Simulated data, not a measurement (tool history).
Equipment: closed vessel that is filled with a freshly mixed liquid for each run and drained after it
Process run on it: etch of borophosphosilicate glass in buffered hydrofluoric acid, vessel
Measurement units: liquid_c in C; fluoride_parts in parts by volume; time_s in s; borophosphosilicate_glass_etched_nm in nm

run	hour	liquid_c	fluoride_parts	time_s	borophosphosilicate_glass_etched_nm
1	0.0	22.0	10.5	95	102.570
2	8.6	25.0	10.5	95	121.000
3	15.6	28.5	10.5	95	144.260
4	23.1	28.5	12.5	95	122.610
5	30.0	26.5	12.5	95	110.870
6	31.9	25.0	12.5	95	101.710
7	39.0	23.5	12.5	95	94.451
8	47.3	22.5	12.5	95	89.244
9	55.9	22.5	12.5	95	88.864
10	63.4	21.5	12.5	95	84.933
11	67.2	21.0	12.5	95	81.598

Predict the results of run 12:
12	70.4	21.0	12.5	95	?

Run 12 produced borophosphosilicate_glass_etched_nm 82.408 nm.

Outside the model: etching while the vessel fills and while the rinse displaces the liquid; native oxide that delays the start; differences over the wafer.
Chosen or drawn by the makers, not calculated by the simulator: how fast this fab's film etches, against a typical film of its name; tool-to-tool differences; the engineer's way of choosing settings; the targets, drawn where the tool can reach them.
